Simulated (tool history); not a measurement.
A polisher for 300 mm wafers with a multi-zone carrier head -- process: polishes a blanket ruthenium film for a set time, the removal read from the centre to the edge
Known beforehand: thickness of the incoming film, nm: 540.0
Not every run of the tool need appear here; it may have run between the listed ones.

| run | hour | flow of slurry (ml/min) | pressure of the head's centre zone | pressure of the head's middle zone | pressure of the head's edge zone | polishing time (s) | film removed at the wafer's centre (nm) | film removed at mid-radius (nm) | film removed at the wafer's edge (nm) |
|---|---|---|---|---|---|---|---|---|---|
| 1 | 0.0 | 140 | 1.00 | 1.00 | 1.00 | 35 | 32.829 | 31.094 | 32.623 |
| 2 | 4.8 | 150 | 1.03 | 1.01 | 1.03 | 37 | 35.965 | 33.121 | 34.996 |
| 3 | 6.8 | 150 | 1.03 | 1.01 | 1.03 | 40 | 38.151 | 36.477 | 37.879 |
| 4 | 13.0 | 150 | 1.00 | 1.01 | 1.03 | 40 | 37.960 | 36.491 | 37.121 |
| 5 | 17.5 | 150 | 1.00 | 1.01 | 1.03 | 43 | 41.204 | 39.097 | 39.865 |
| 6 | 23.9 | 150 | 1.00 | 0.95 | 1.03 | 43 | 41.385 | 37.564 | 41.050 |
| 7 | 30.9 | 160 | 1.03 | 0.96 | 1.04 | 44 | 42.779 | 39.017 | 42.153 |
| 8 | 38.9 | 160 | 1.06 | 0.96 | 1.03 | 45 | 44.463 | 39.653 | 42.296 |
| 9 | 45.2 | 165 | 1.08 | 0.96 | 1.04 | 46 | 48.507 | 40.852 | 44.441 |

Estimate the outcome of run 10 from the log above:
| 10 | 52.0 | 170 | 1.08 | 0.97 | 1.05 | 46 | ? | ? | ? |

film removed at the wafer's centre (nm): 48.389
film removed at mid-radius (nm): 42.121
film removed at the wafer's edge (nm): 44.567
